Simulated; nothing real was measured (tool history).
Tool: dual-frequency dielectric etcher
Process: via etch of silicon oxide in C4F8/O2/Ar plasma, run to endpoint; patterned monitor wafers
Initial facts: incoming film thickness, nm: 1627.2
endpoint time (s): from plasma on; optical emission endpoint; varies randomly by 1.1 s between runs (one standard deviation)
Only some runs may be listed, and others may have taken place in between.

Run 1, hour 0.0: source power (W) 2600, bias power (W) 2447. Result: endpoint time (s) 262.25.
Run 2, hour 8.0: source power (W) 2600, bias power (W) 2734. Result: endpoint time (s) 253.16.
Run 3, hour 9.9: source power (W) 2470, bias power (W) 2698. Result: endpoint time (s) 258.89.
Run 4, hour 17.1: source power (W) 2470, bias power (W) 2532. Result: endpoint time (s) 264.33.
Run 5, hour 18.8: source power (W) 2050, bias power (W) 2532. Result: endpoint time (s) 280.93.
Run 6, hour 24.5: source power (W) 2330, bias power (W) 2532. Result: endpoint time (s) 269.23.
Run 7, hour 28.4: source power (W) 2240, bias power (W) 2510. Result: endpoint time (s) 272.79.
Run 8, hour 29.5: source power (W) 2160, bias power (W) 2488. Result: endpoint time (s) 276.90.
Run 9, hour 38.2: source power (W) 2090, bias power (W) 2471. Result: endpoint time (s) 279.79.
Run 10, hour 41.5: source power (W) 2090, bias power (W) 2471. Result: endpoint time (s) 282.41.
Run 11, hour 42.6: source power (W) 2090, bias power (W) 2471. Result: endpoint time (s) 281.68.
Run 12, hour 46.2: source power (W) 2040, bias power (W) 2460. Result: endpoint time (s) 281.96.

The next listed run, before its measurement:
Run 13, hour 51.1: source power (W) 1990, bias power (W) 2445. Result: endpoint time (s) ?.

endpoint time (s): 286.18

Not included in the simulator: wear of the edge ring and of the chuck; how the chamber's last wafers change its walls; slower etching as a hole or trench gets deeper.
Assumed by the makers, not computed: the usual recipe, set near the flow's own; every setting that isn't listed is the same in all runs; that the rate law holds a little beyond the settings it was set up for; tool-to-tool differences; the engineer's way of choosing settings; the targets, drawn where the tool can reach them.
